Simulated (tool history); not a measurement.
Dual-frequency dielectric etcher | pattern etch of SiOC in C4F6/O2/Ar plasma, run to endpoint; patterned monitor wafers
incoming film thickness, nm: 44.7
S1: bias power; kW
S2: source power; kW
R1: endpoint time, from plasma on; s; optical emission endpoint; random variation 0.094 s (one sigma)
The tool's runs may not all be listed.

Run 1, hour 0.0: S1 0.575 kW, S2 0.260 kW. Result: R1 15.726 s.
Run 2, hour 8.0: S1 0.653 kW, S2 0.260 kW. Result: R1 15.067 s.
Run 3, hour 16.5: S1 0.653 kW, S2 0.280 kW. Result: R1 14.735 s.
Run 4, hour 21.6: S1 0.653 kW, S2 0.260 kW. Result: R1 15.089 s.
Run 5, hour 25.9: S1 0.730 kW, S2 0.260 kW. Result: R1 14.347 s.
Run 6, hour 29.7: S1 0.782 kW, S2 0.260 kW. Result: R1 14.017 s.
Run 7, hour 32.8: S1 0.706 kW, S2 0.250 kW. Result: R1 14.810 s.
Run 8, hour 36.8: S1 0.649 kW, S2 0.240 kW. Result: R1 15.344 s.
Run 9, hour 45.4: S1 0.601 kW, S2 0.230 kW. Result: R1 16.060 s.
Run 10, hour 48.8: S1 0.570 kW, S2 0.230 kW. Result: R1 16.356 s.

What does the tool deliver on the next run?
Run 11, hour 51.6: S1 0.545 kW, S2 0.230 kW. Result: R1 ?.

R1: 16.603 s

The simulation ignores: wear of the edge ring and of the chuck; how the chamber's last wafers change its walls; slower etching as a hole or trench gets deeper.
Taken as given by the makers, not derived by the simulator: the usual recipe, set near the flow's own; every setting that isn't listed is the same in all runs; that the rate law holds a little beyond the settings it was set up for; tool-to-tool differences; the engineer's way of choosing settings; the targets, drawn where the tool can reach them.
